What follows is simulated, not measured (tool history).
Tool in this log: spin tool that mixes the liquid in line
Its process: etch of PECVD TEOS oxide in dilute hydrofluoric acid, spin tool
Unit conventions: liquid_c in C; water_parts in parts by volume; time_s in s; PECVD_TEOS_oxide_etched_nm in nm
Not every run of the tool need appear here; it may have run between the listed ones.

run  hour  liquid_c  water_parts  time_s  PECVD_TEOS_oxide_etched_nm
  1   0.0      25.0          125     155                      11.761
  2   7.6      24.5          125     155                      11.386
  3  14.2      24.5          125     170                      12.693
  4  15.8      24.0          125     170                      12.346
  5  22.2      24.0          125     155                      11.259
  6  30.7      24.0          125     170                      12.284
  7  35.0      20.0          125     170                      10.586

The next listed run, before its measurement:
  8  40.2      19.0          125     170                           ?

PECVD_TEOS_oxide_etched_nm: 10.126 nm

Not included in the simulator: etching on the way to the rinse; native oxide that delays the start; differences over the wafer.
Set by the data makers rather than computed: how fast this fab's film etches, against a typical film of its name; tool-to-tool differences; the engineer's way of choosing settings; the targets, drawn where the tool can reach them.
